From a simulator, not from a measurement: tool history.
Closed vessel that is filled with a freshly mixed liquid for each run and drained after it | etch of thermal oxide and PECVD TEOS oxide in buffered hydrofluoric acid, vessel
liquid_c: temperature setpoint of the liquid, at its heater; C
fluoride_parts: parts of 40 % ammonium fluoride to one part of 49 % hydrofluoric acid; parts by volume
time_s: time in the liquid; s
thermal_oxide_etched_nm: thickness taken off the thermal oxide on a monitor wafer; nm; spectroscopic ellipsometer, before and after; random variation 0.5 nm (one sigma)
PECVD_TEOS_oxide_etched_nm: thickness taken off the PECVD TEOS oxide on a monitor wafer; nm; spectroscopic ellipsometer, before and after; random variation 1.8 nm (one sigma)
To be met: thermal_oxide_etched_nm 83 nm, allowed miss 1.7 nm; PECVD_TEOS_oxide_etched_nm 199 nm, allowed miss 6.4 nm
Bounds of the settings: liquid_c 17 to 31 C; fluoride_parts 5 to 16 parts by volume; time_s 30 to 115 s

run 1 hour=0 | liquid_c=23 fluoride_parts=9.5 time_s=60 | thermal_oxide_etched_nm=60.399 PECVD_TEOS_oxide_etched_nm=142.9
run 2 hour=8.6 | liquid_c=23 fluoride_parts=9.5 time_s=50 | thermal_oxide_etched_nm=50.704 PECVD_TEOS_oxide_etched_nm=120.45
run 3 hour=9.6 | liquid_c=25.5 fluoride_parts=9.5 time_s=50 | thermal_oxide_etched_nm=57.367 PECVD_TEOS_oxide_etched_nm=139.66
run 4 hour=14.7 | liquid_c=25.5 fluoride_parts=7 time_s=50 | thermal_oxide_etched_nm=79.173 PECVD_TEOS_oxide_etched_nm=188.62
run 5 hour=16.9 | liquid_c=25.5 fluoride_parts=7 time_s=35 | thermal_oxide_etched_nm=54.975 PECVD_TEOS_oxide_etched_nm=131.74
run 6 hour=26 | liquid_c=27 fluoride_parts=6.5 time_s=35 | thermal_oxide_etched_nm=63.466 PECVD_TEOS_oxide_etched_nm=151.74
run 7 hour=28.9 | liquid_c=28 fluoride_parts=6.5 time_s=35 | thermal_oxide_etched_nm=67.139 PECVD_TEOS_oxide_etched_nm=161.13
run 8 hour=30.5 | liquid_c=29 fluoride_parts=6.5 time_s=35 | thermal_oxide_etched_nm=70.598 PECVD_TEOS_oxide_etched_nm=167.9
run 9 hour=32.1 | liquid_c=29.5 fluoride_parts=6.5 time_s=35 | thermal_oxide_etched_nm=72.317 PECVD_TEOS_oxide_etched_nm=176.31
run 10 hour=39.3 | liquid_c=30.5 fluoride_parts=5.5 time_s=35 | thermal_oxide_etched_nm=87.598 PECVD_TEOS_oxide_etched_nm=210.31
run 11 hour=43.8 | liquid_c=30 fluoride_parts=5.5 time_s=35 | thermal_oxide_etched_nm=86.032 PECVD_TEOS_oxide_etched_nm=205.56
run 12 hour=49.8 | liquid_c=30 fluoride_parts=5.5 time_s=35 | thermal_oxide_etched_nm=85.771 PECVD_TEOS_oxide_etched_nm=207.85

4 next moves are on the table. One of them brings every result within its allowed miss. Which?
run A hour=55.8 | liquid_c=31 fluoride_parts=5.5 time_s=35 | thermal_oxide_etched_nm=? PECVD_TEOS_oxide_etched_nm=?
run B hour=55.8 | liquid_c=25 fluoride_parts=6 time_s=45 | thermal_oxide_etched_nm=? PECVD_TEOS_oxide_etched_nm=?
run C hour=55.8 | liquid_c=26.5 fluoride_parts=7 time_s=50 | thermal_oxide_etched_nm=? PECVD_TEOS_oxide_etched_nm=?
run D hour=55.8 | liquid_c=31 fluoride_parts=6.5 time_s=35 | thermal_oxide_etched_nm=? PECVD_TEOS_oxide_etched_nm=?

move=A thermal_oxide_etched_nm=91.104 PECVD_TEOS_oxide_etched_nm=219.04
move=B thermal_oxide_etched_nm=79.184 PECVD_TEOS_oxide_etched_nm=190.38
move=C thermal_oxide_etched_nm=83.457 PECVD_TEOS_oxide_etched_nm=200.65
move=D thermal_oxide_etched_nm=78.993 PECVD_TEOS_oxide_etched_nm=189.92
A: further off than the last run
B: takes the result that was furthest off past its target
C: meets every target
D: takes the result that was furthest off past its target
Move C is the one to make.
